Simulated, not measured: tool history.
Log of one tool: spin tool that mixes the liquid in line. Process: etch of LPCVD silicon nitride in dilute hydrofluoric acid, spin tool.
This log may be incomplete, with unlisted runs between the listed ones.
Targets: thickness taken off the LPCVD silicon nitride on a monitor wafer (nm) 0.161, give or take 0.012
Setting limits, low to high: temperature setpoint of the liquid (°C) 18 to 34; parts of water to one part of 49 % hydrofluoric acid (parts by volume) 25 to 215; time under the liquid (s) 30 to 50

| run | hour | temperature setpoint of the liquid (°C) | parts of water to one part of 49 % hydrofluoric acid (parts by volume) | time under the liquid (s) | thickness taken off the LPCVD silicon nitride on a monitor wafer (nm) |
|---|---|---|---|---|---|
| 1 | 0 | 26 | 120 | 50 | 0.25503 |
| 2 | 3.2 | 25 | 120 | 50 | 0.23922 |
| 3 | 6.4 | 24 | 120 | 50 | 0.22176 |
| 4 | 8.1 | 24 | 120 | 50 | 0.22328 |
| 5 | 9.1 | 26 | 120 | 50 | 0.25678 |
| 6 | 12.4 | 25 | 120 | 50 | 0.23289 |
| 7 | 15.5 | 24 | 120 | 50 | 0.22425 |
| 8 | 22.1 | 23 | 120 | 50 | 0.20606 |
| 9 | 30.4 | 22.5 | 120 | 50 | 0.20307 |
| 10 | 37.7 | 22 | 120 | 50 | 0.19452 |
| 11 | 43.2 | 21.5 | 120 | 50 | 0.18519 |
| 12 | 47.1 | 21 | 120 | 50 | 0.17882 |

Exactly one of the 5 candidate moves below puts every result within its allowed miss. Which one?
| A | 51 | 22 | 120 | 50 | ? |
| B | 51 | 20.5 | 110 | 50 | ? |
| C | 51 | 22 | 115 | 50 | ? |
| D | 51 | 20.5 | 135 | 50 | ? |
| E | 51 | 18 | 95 | 50 | ? |

| move | thickness taken off the LPCVD silicon nitride on a monitor wafer (nm) |
|---|---|
| A | 0.18582 |
| B | 0.18301 |
| C | 0.19375 |
| D | 0.14982 |
| E | 0.1779 |
A: moves away from the targets compared with the last run
B: moves away from the targets compared with the last run
C: moves away from the targets compared with the last run
D: all results land within tolerance of their targets
E: an improvement on the last run, though not all results are within tolerance
Go with D: it meets all targets.
